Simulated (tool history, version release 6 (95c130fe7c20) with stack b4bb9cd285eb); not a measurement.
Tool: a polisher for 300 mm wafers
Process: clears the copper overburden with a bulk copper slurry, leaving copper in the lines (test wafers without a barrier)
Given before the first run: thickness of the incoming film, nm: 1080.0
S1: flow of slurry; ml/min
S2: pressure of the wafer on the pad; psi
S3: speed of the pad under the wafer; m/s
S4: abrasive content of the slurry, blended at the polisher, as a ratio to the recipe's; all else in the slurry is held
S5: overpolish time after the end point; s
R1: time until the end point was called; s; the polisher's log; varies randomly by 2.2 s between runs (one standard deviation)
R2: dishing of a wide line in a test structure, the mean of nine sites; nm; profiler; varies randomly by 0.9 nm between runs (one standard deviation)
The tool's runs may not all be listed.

run	hour	S1	S2	S3	S4	S5	R1	R2
1	0.0	270	2.8	1.18	1.0	29	103.59	47.963
2	0.6	295	2.8	1.18	1.0	29	103.59	47.300
3	5.2	295	2.7	1.18	1.0	29	105.41	45.912
4	8.2	295	2.7	1.18	1.0	17	105.16	42.974
5	10.6	295	2.7	0.90	1.0	17	138.90	40.668
6	11.3	295	2.7	1.02	1.0	17	121.95	41.587
7	14.8	290	2.6	1.02	1.0	19	124.66	42.390

The next listed run, before its measurement:
8	16.4	285	2.5	1.02	1.0	20	?	?

{"run 8": {"R1": 132.51, "R2": 42.616}}

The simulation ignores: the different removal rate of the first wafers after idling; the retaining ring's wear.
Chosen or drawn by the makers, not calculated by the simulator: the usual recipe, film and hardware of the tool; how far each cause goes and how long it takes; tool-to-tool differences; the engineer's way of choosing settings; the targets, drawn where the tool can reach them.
